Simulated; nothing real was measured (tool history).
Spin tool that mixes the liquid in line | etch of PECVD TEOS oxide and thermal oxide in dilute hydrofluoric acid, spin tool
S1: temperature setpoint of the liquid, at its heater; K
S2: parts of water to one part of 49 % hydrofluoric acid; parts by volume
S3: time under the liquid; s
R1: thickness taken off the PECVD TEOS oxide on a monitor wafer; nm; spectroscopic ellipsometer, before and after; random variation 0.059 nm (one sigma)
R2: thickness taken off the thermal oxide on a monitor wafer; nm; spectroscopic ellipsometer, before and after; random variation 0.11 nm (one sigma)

| run | day | S1 | S2 | S3 | R1 | R2 |
|---|---|---|---|---|---|---|
| 1 | 0.000 | 296.15 | 110 | 30 | 5.1090 | 1.4743 |
| 2 | 0.183 | 296.15 | 110 | 40 | 6.8836 | 1.8737 |
| 3 | 0.471 | 296.15 | 110 | 45 | 7.7065 | 2.0709 |
| 4 | 0.758 | 298.15 | 110 | 45 | 8.3153 | 2.3009 |
| 5 | 0.879 | 298.15 | 125 | 45 | 7.2114 | 2.0180 |
| 6 | 1.175 | 299.65 | 115 | 45 | 8.3492 | 2.3394 |
| 7 | 1.542 | 300.65 | 110 | 45 | 9.1627 | 2.4380 |
| 8 | 1.588 | 301.15 | 105 | 45 | 9.8498 | 2.8299 |
| 9 | 1.621 | 301.65 | 100 | 45 | 10.6330 | 3.0006 |

Forecast run 10:
| 10 | 1.692 | 302.15 | 95 | 45 | ? | ? |

{"run 10": {"R1": 11.48, "R2": 3.1732}}
